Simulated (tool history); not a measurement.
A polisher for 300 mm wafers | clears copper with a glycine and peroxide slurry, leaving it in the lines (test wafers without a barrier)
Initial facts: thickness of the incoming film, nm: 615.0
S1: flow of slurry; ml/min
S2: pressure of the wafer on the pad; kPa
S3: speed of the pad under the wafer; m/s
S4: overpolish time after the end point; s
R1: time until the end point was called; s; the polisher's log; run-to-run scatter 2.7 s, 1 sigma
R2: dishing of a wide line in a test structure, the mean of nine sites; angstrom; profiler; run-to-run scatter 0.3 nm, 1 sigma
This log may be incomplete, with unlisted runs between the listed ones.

Run 1, hour 0.0: S1 315 ml/min, S2 15.2 kPa, S3 0.96 m/s, S4 18 s. Result: R1 153.13 s, R2 442.67 angstrom.
Run 2, hour 6.7: S1 255 ml/min, S2 15.2 kPa, S3 0.96 m/s, S4 18 s. Result: R1 157.14 s, R2 438.78 angstrom.
Run 3, hour 13.6: S1 305 ml/min, S2 13.8 kPa, S3 1.00 m/s, S4 15 s. Result: R1 163.50 s, R2 370.57 angstrom.
Run 4, hour 17.5: S1 305 ml/min, S2 11.7 kPa, S3 1.00 m/s, S4 15 s. Result: R1 186.08 s, R2 325.67 angstrom.
Run 5, hour 24.9: S1 265 ml/min, S2 11.7 kPa, S3 1.00 m/s, S4 15 s. Result: R1 186.62 s, R2 326.11 angstrom.
Run 6, hour 31.9: S1 310 ml/min, S2 11.0 kPa, S3 1.06 m/s, S4 13 s. Result: R1 183.16 s, R2 277.97 angstrom.
Run 7, hour 34.8: S1 400 ml/min, S2 6.9 kPa, S3 1.34 m/s, S4 5 s. Result: R1 209.85 s, R2 102.45 angstrom.
Run 8, hour 38.1: S1 395 ml/min, S2 7.6 kPa, S3 1.36 m/s, S4 5 s. Result: R1 199.38 s, R2 110.20 angstrom.
Run 9, hour 40.7: S1 390 ml/min, S2 8.3 kPa, S3 1.38 m/s, S4 5 s. Result: R1 181.46 s, R2 119.44 angstrom.
Run 10, hour 45.0: S1 385 ml/min, S2 8.3 kPa, S3 1.38 m/s, S4 5 s. Result: R1 183.94 s, R2 120.38 angstrom.
Run 11, hour 53.3: S1 385 ml/min, S2 8.3 kPa, S3 1.40 m/s, S4 5 s. Result: R1 178.41 s, R2 123.33 angstrom.
Run 12, hour 61.8: S1 385 ml/min, S2 10.3 kPa, S3 1.42 m/s, S4 5 s. Result: R1 150.46 s, R2 147.21 angstrom.
Run 13, hour 70.1: S1 390 ml/min, S2 10.3 kPa, S3 1.42 m/s, S4 5 s. Result: R1 150.40 s, R2 150.53 angstrom.

Run 14 comes next. What will it give?
Run 14, hour 76.7: S1 395 ml/min, S2 10.3 kPa, S3 1.42 m/s, S4 5 s. Result: R1 ?, R2 ?.

{"run 14": {"R1": 145.81, "R2": 144.95}}
